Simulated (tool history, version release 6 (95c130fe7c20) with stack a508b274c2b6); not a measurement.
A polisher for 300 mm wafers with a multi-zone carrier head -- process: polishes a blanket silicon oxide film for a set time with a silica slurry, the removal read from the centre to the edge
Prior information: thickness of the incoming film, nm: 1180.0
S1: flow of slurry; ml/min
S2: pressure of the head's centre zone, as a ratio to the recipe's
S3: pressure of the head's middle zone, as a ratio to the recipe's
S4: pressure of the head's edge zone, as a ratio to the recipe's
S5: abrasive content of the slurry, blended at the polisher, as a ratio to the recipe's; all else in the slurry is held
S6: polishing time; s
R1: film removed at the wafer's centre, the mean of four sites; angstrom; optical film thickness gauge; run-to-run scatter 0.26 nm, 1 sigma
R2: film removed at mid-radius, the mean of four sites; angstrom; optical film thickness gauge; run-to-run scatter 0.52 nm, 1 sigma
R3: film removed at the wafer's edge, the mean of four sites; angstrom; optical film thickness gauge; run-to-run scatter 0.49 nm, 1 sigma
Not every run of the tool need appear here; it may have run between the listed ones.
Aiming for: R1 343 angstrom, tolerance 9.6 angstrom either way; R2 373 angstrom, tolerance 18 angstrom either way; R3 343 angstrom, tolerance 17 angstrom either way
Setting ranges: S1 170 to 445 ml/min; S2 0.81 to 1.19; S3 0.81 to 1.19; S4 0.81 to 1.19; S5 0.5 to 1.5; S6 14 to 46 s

{"run": 1, "day": 0.0, "S1": 285, "S2": 1, "S3": 1, "S4": 1, "S5": 1, "S6": 30, "R1": 547.73, "R2": 545.06, "R3": 560.35}
{"run": 2, "day": 0.129, "S1": 285, "S2": 0.99, "S3": 1.01, "S4": 0.97, "S5": 0.9, "S6": 29, "R1": 508.85, "R2": 510.1, "R3": 518.12}
{"run": 3, "day": 0.371, "S1": 290, "S2": 0.98, "S3": 1.03, "S4": 0.95, "S5": 0.8, "S6": 28, "R1": 466.62, "R2": 496.2, "R3": 482.22}
{"run": 4, "day": 0.65, "S1": 290, "S2": 0.98, "S3": 1.03, "S4": 0.95, "S5": 0.8, "S6": 33, "R1": 558.42, "R2": 584.89, "R3": 573.87}
{"run": 5, "day": 0.792, "S1": 290, "S2": 1.02, "S3": 1.03, "S4": 0.95, "S5": 0.8, "S6": 33, "R1": 581.71, "R2": 566.62, "R3": 559.49}
{"run": 6, "day": 0.962, "S1": 290, "S2": 1.02, "S3": 1.03, "S4": 0.9, "S5": 0.8, "S6": 33, "R1": 581.22, "R2": 591.25, "R3": 542.36}
{"run": 7, "day": 1.162, "S1": 285, "S2": 1.01, "S3": 1.02, "S4": 0.89, "S5": 0.75, "S6": 31, "R1": 523.93, "R2": 538.41, "R3": 497.42}
{"run": 8, "day": 1.362, "S1": 280, "S2": 1, "S3": 1.01, "S4": 0.88, "S5": 0.7, "S6": 29, "R1": 475.88, "R2": 483.79, "R3": 468.36}
{"run": 9, "day": 1.558, "S1": 285, "S2": 1, "S3": 1.02, "S4": 0.87, "S5": 0.65, "S6": 27, "R1": 444.77, "R2": 448.51, "R3": 411.63}
{"run": 10, "day": 1.579, "S1": 290, "S2": 0.98, "S3": 1.02, "S4": 0.87, "S5": 0.6, "S6": 26, "R1": 406.25, "R2": 422.26, "R3": 399.71}
{"run": 11, "day": 1.733, "S1": 290, "S2": 0.97, "S3": 1.02, "S4": 0.86, "S5": 0.6, "S6": 25, "R1": 390, "R2": 403.47, "R3": 373.77}
{"run": 12, "day": 1.842, "S1": 290, "S2": 0.96, "S3": 1.02, "S4": 0.85, "S5": 0.6, "S6": 25, "R1": 389.97, "R2": 401.56, "R3": 370.02}
{"run": 13, "day": 1.908, "S1": 290, "S2": 0.94, "S3": 1.02, "S4": 0.84, "S5": 0.6, "S6": 25, "R1": 382.2, "R2": 401.14, "R3": 368.24}

4 candidate next runs follow, results not yet known. Just one meets every target within its allowed miss. Identify it.
{"run": "A", "day": 1.975, "S1": 360, "S2": 1.15, "S3": 0.98, "S4": 0.81, "S5": 0.6, "S6": 24, "R1": "?", "R2": "?", "R3": "?"}
{"run": "B", "day": 1.975, "S1": 260, "S2": 0.88, "S3": 1.05, "S4": 0.88, "S5": 0.5, "S6": 28, "R1": "?", "R2": "?", "R3": "?"}
{"run": "C", "day": 1.975, "S1": 245, "S2": 0.81, "S3": 1.09, "S4": 0.89, "S5": 0.6, "S6": 25, "R1": "?", "R2": "?", "R3": "?"}
{"run": "D", "day": 1.975, "S1": 235, "S2": 0.92, "S3": 1.02, "S4": 0.83, "S5": 0.65, "S6": 23, "R1": "?", "R2": "?", "R3": "?"}

move=A R1=432.66 R2=387.34 R3=356.19
move=B R1=374.36 R2=436.84 R3=401.79
move=C R1=324.46 R2=414.2 R3=374.41
move=D R1=334.52 R2=370.53 R3=339.34
A: misses by more than the last run did
B: gains on the last run, yet a result remains outside its allowed miss
C: takes the result that was furthest off past its target
D: each result inside its tolerance
D is the move that brings every result within its allowed miss.

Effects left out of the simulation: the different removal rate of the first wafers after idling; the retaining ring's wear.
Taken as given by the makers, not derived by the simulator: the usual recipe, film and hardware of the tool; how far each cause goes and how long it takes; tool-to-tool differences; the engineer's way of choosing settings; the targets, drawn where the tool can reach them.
